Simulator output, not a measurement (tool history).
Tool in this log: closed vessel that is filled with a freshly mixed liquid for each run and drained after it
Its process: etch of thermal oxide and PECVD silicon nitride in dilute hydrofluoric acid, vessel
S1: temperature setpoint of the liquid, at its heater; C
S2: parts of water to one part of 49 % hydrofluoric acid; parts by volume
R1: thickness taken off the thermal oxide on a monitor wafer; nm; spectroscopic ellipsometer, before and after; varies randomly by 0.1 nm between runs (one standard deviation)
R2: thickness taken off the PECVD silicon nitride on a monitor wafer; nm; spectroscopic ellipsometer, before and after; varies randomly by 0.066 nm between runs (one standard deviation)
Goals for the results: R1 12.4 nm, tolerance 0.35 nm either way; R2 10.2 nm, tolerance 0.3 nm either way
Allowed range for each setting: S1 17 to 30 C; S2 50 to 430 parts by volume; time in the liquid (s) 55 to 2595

Run 1, hour 0: S1 22 C, S2 240 parts by volume, time in the liquid (s) 1325. Result: R1 22.5 nm, R2 14.12 nm.
Run 2, hour 3.9: S1 22.5 C, S2 275 parts by volume, time in the liquid (s) 1370. Result: R1 20.434 nm, R2 13.29 nm.
Run 3, hour 5: S1 23 C, S2 305 parts by volume, time in the liquid (s) 1395. Result: R1 18.369 nm, R2 12.507 nm.
Run 4, hour 11: S1 23.5 C, S2 330 parts by volume, time in the liquid (s) 1425. Result: R1 17.235 nm, R2 12.155 nm.
Run 5, hour 12.2: S1 24 C, S2 350 parts by volume, time in the liquid (s) 1440. Result: R1 16.203 nm, R2 11.893 nm.
Run 6, hour 16.9: S1 24 C, S2 365 parts by volume, time in the liquid (s) 1460. Result: R1 15.523 nm, R2 11.796 nm.
Run 7, hour 21.4: S1 24 C, S2 380 parts by volume, time in the liquid (s) 1480. Result: R1 14.988 nm, R2 11.324 nm.
Run 8, hour 27: S1 26 C, S2 430 parts by volume, time in the liquid (s) 1470. Result: R1 13.348 nm, R2 11.146 nm.
Run 9, hour 29.7: S1 26 C, S2 430 parts by volume, time in the liquid (s) 1470. Result: R1 13.456 nm, R2 11.186 nm.
Run 10, hour 35.5: S1 26 C, S2 430 parts by volume, time in the liquid (s) 1460. Result: R1 13.69 nm, R2 11.082 nm.
Run 11, hour 37.2: S1 26 C, S2 430 parts by volume, time in the liquid (s) 1445. Result: R1 13.528 nm, R2 11.018 nm.

Which of these 4 next moves meets every target?
Run A, hour 38.9: S1 20.5 C, S2 340 parts by volume, time in the liquid (s) 1400. Result: R1 ?, R2 ?.
Run B, hour 38.9: S1 24 C, S2 310 parts by volume, time in the liquid (s) 1130. Result: R1 ?, R2 ?.
Run C, hour 38.9: S1 25 C, S2 275 parts by volume, time in the liquid (s) 940. Result: R1 ?, R2 ?.
Run D, hour 38.9: S1 27.5 C, S2 380 parts by volume, time in the liquid (s) 1080. Result: R1 ?, R2 ?.

move      R1      R2
   A  14.526  9.6181
   B  14.942  10.544
   C  15.017    10.5
   D  12.223  10.105
A: lands further from the targets than the last run did
B: lands further from the targets than the last run did
C: lands further from the targets than the last run did
D: every result lands within tolerance
The right move is D.
